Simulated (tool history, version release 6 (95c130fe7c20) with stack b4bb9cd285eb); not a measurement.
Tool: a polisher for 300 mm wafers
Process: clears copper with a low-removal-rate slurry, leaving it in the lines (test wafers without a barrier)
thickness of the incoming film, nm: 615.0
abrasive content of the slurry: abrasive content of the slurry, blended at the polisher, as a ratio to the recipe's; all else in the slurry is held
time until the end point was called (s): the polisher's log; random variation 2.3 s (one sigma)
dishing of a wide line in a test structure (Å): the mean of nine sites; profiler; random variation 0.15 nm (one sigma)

run,hour,flow of slurry (ml/min),pressure of the wafer on the pad (kPa),speed of the pad under the wafer (m/s),abrasive content of the slurry,overpolish time after the end point (s),time until the end point was called (s),dishing of a wide line in a test structure (Å)
1,0,140,29,0.96,1,9,155.58,243.32
2,2.8,120,29,0.96,1,9,155.87,240.6
3,7.2,105,29,0.96,1,9,166.82,226.74
4,12.1,100,28.3,1,1,7,159,178.66
5,18.6,100,28.3,1,1,4,165.48,109.34
6,21.7,100,28.3,1,0.9,4,167.99,108.96
7,25.2,100,28.3,1,0.9,4,167.23,107.64
8,31.3,95,31,1.02,0.75,4,156.14,111.76
9,38,90,33.1,1.04,0.65,4,159.68,113.64
10,44.5,90,33.1,1.14,0.6,4,154.89,118.32
11,50.7,90,35.2,1.02,0.75,4,145.7,118.06
12,59.4,90,35.2,1.02,0.75,4,143.5,122.17
13,64.4,90,35.2,1.02,0.75,4,145.14,121.22

Run 14 comes next. What will it give?
14,70.3,90,35.2,1.02,0.75,4,?,?

Run 14 gave time until the end point was called (s) 148.22, dishing of a wide line in a test structure (Å) 121.92.
